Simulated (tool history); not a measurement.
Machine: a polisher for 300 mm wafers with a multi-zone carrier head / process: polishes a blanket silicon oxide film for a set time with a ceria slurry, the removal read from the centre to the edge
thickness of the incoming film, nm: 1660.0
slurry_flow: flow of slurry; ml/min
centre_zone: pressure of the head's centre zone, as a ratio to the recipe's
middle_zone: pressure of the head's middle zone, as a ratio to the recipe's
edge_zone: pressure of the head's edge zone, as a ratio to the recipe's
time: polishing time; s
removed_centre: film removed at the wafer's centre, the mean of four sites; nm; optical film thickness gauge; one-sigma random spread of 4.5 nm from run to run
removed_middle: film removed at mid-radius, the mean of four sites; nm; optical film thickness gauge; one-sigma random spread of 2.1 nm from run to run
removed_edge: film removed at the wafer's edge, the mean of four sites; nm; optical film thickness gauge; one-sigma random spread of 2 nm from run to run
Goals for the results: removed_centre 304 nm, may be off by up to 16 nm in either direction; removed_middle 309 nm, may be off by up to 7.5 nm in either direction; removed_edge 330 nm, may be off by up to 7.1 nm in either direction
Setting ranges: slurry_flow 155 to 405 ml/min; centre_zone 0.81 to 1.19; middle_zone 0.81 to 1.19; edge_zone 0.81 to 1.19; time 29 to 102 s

| run | hour | slurry_flow | centre_zone | middle_zone | edge_zone | time | removed_centre | removed_middle | removed_edge |
|---|---|---|---|---|---|---|---|---|---|
| 1 | 0 | 260 | 1 | 1 | 1 | 65 | 244.13 | 240.48 | 243.85 |
| 2 | 6.3 | 270 | 1 | 1.01 | 1.05 | 69 | 259.98 | 260.97 | 267.09 |
| 3 | 9.9 | 280 | 1 | 1.01 | 1.09 | 71 | 264.5 | 264.53 | 279.42 |
| 4 | 15.8 | 285 | 1.01 | 1.02 | 1.12 | 73 | 277.13 | 282.27 | 292.2 |
| 5 | 19.1 | 285 | 1.01 | 1.02 | 1.12 | 67 | 254.96 | 258.45 | 267.2 |
| 6 | 24.3 | 285 | 1.01 | 1.05 | 1.12 | 67 | 258.29 | 263.13 | 267.74 |
| 7 | 28.1 | 285 | 1.01 | 1.04 | 1.14 | 70 | 258.09 | 273.33 | 285.45 |
| 8 | 36.8 | 285 | 1.03 | 1.04 | 1.15 | 72 | 279.32 | 276.38 | 292.46 |
| 9 | 38.1 | 290 | 1.03 | 1.04 | 1.16 | 74 | 281.31 | 290.11 | 298.18 |
| 10 | 42.2 | 295 | 1.03 | 1.03 | 1.17 | 76 | 291.98 | 294.29 | 314.05 |
| 11 | 48.3 | 305 | 1.03 | 1.03 | 1.18 | 76 | 295.16 | 293.72 | 318.23 |
| 12 | 53.7 | 315 | 1.03 | 1.04 | 1.18 | 76 | 300.59 | 297.14 | 317.58 |
| 13 | 59.4 | 325 | 1.02 | 1.04 | 1.18 | 76 | 291.88 | 298.28 | 314.49 |
| 14 | 64.8 | 325 | 1.02 | 1.04 | 1.18 | 77 | 299.12 | 304.15 | 320.79 |

5 next moves are on the table. One of them brings every result within its allowed miss. Which?
| A | 70.2 | 355 | 1.01 | 1.01 | 1.14 | 76 | ? | ? | ? |
| B | 70.2 | 290 | 0.98 | 0.98 | 1.04 | 82 | ? | ? | ? |
| C | 70.2 | 345 | 0.97 | 0.99 | 1.11 | 82 | ? | ? | ? |
| D | 70.2 | 350 | 1.11 | 1 | 1.13 | 76 | ? | ? | ? |
| E | 70.2 | 275 | 1.07 | 1 | 1.19 | 78 | ? | ? | ? |

| move | removed_centre | removed_middle | removed_edge |
|---|---|---|---|
| A | 301.25 | 298.87 | 311.18 |
| B | 309.1 | 308.88 | 315.95 |
| C | 311.22 | 316.41 | 330.58 |
| D | 330.86 | 295.87 | 309.51 |
| E | 319.43 | 297.09 | 321.04 |
A: moves away from the targets compared with the last run
B: moves away from the targets compared with the last run
C: meets every target
D: moves away from the targets compared with the last run
E: moves away from the targets compared with the last run
The right move is C.

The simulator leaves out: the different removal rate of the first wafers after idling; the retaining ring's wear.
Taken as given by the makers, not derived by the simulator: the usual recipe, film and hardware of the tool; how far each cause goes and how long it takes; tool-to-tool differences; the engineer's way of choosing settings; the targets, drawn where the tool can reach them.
